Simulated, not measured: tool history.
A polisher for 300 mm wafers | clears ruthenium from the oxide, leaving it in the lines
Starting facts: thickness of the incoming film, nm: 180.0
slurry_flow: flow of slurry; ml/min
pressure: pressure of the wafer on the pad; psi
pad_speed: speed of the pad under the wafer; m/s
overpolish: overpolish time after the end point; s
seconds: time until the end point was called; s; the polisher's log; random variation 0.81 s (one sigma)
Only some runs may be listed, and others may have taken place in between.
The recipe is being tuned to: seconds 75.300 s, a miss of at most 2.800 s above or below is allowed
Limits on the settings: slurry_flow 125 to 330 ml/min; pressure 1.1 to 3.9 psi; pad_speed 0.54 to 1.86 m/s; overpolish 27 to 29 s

{"run": 1, "hour": 0.0, "slurry_flow": 210, "pressure": 2.5, "pad_speed": 1.18, "overpolish": 27, "seconds": 87.599}
{"run": 2, "hour": 0.5, "slurry_flow": 210, "pressure": 2.6, "pad_speed": 1.18, "overpolish": 27, "seconds": 82.944}
{"run": 3, "hour": 4.1, "slurry_flow": 215, "pressure": 2.7, "pad_speed": 1.18, "overpolish": 27, "seconds": 80.715}
{"run": 4, "hour": 9.9, "slurry_flow": 215, "pressure": 2.1, "pad_speed": 1.18, "overpolish": 27, "seconds": 100.36}
{"run": 5, "hour": 17.7, "slurry_flow": 250, "pressure": 2.1, "pad_speed": 1.18, "overpolish": 27, "seconds": 101.75}
{"run": 6, "hour": 20.2, "slurry_flow": 250, "pressure": 2.3, "pad_speed": 1.18, "overpolish": 27, "seconds": 91.768}
{"run": 7, "hour": 27.6, "slurry_flow": 250, "pressure": 2.4, "pad_speed": 1.18, "overpolish": 27, "seconds": 87.661}
{"run": 8, "hour": 32.2, "slurry_flow": 255, "pressure": 2.5, "pad_speed": 1.18, "overpolish": 27, "seconds": 85.522}
{"run": 9, "hour": 38.9, "slurry_flow": 255, "pressure": 2.6, "pad_speed": 1.18, "overpolish": 27, "seconds": 79.916}
{"run": 10, "hour": 47.8, "slurry_flow": 260, "pressure": 2.6, "pad_speed": 1.18, "overpolish": 27, "seconds": 83.061}
{"hour": 49.8, "done": "head pressure recalibrated"}
{"run": 11, "hour": 49.8, "slurry_flow": 260, "pressure": 2.7, "pad_speed": 1.18, "overpolish": 27, "seconds": 84.463}
{"run": 12, "hour": 56.4, "slurry_flow": 260, "pressure": 2.8, "pad_speed": 1.18, "overpolish": 27, "seconds": 80.315}

4 next moves are on the table. One of them brings every result within its allowed miss. Which?
{"run": "A", "hour": 63.0, "slurry_flow": 320, "pressure": 2.1, "pad_speed": 1.42, "overpolish": 29, "seconds": "?"}
{"run": "B", "hour": 63.0, "slurry_flow": 260, "pressure": 2.8, "pad_speed": 1.1, "overpolish": 29, "seconds": "?"}
{"run": "C", "hour": 63.0, "slurry_flow": 315, "pressure": 3.0, "pad_speed": 1.14, "overpolish": 27, "seconds": "?"}
{"run": "D", "hour": 63.0, "slurry_flow": 270, "pressure": 3.0, "pad_speed": 0.94, "overpolish": 27, "seconds": "?"}

move=A seconds=87.986
move=B seconds=86.882
move=C seconds=77.167
move=D seconds=94.215
A: its largest miss is bigger than the last run's
B: its largest miss is bigger than the last run's
C: meets every target
D: its largest miss is bigger than the last run's
C meets every target.

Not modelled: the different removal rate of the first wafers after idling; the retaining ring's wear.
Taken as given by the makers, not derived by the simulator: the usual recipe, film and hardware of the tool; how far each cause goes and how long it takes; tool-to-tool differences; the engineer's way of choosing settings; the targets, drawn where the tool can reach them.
